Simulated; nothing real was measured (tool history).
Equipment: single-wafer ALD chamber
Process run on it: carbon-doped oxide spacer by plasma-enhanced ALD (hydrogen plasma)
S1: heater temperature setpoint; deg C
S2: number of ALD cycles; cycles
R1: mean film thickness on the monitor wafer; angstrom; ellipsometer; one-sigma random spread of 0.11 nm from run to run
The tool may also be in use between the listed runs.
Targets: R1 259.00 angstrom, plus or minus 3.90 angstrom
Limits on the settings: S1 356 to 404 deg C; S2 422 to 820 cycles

{"run": 1, "hour": 0.0, "S1": 380, "S2": 621, "R1": 319.59}
{"run": 2, "hour": 9.7, "S1": 380, "S2": 598, "R1": 309.59}
{"run": 3, "hour": 11.7, "S1": 386, "S2": 598, "R1": 306.69}
{"run": 4, "hour": 21.7, "S1": 386, "S2": 678, "R1": 345.46}
{"run": 5, "hour": 30.0, "S1": 386, "S2": 644, "R1": 331.23}
{"run": 6, "hour": 37.1, "S1": 396, "S2": 644, "R1": 332.08}
{"run": 7, "hour": 44.2, "S1": 396, "S2": 615, "R1": 317.12}
{"run": 8, "hour": 48.3, "S1": 396, "S2": 591, "R1": 302.39}
{"run": 9, "hour": 54.0, "S1": 396, "S2": 574, "R1": 296.64}
{"run": 10, "hour": 55.8, "S1": 396, "S2": 559, "R1": 288.79}
{"run": 11, "hour": 65.6, "S1": 396, "S2": 547, "R1": 282.78}
{"run": 12, "hour": 68.8, "S1": 396, "S2": 538, "R1": 276.61}
{"run": 13, "hour": 71.5, "S1": 396, "S2": 531, "R1": 273.93}
{"run": 14, "hour": 79.2, "S1": 396, "S2": 489, "R1": 250.86}
{"run": 15, "hour": 83.8, "S1": 396, "S2": 492, "R1": 252.16}
{"run": 16, "hour": 90.0, "S1": 396, "S2": 494, "R1": 253.97}
{"run": 17, "hour": 96.3, "S1": 396, "S2": 496, "R1": 253.7}

Pick the move, out of 5, that brings all results within their allowed miss; only one does.
{"run": "A", "hour": 102.6, "S1": 397, "S2": 473, "R1": "?"}
{"run": "B", "hour": 102.6, "S1": 404, "S2": 515, "R1": "?"}
{"run": "C", "hour": 102.6, "S1": 390, "S2": 476, "R1": "?"}
{"run": "D", "hour": 102.6, "S1": 391, "S2": 487, "R1": "?"}
{"run": "E", "hour": 102.6, "S1": 404, "S2": 502, "R1": "?"}

move=A R1=243.07
move=B R1=258.81
move=C R1=244.61
move=D R1=250.26
move=E R1=252.27
A: moves away from the targets compared with the last run
B: every result lands within tolerance
C: moves away from the targets compared with the last run
D: moves away from the targets compared with the last run
E: moves away from the targets compared with the last run
Correct choice: B, which meets every target
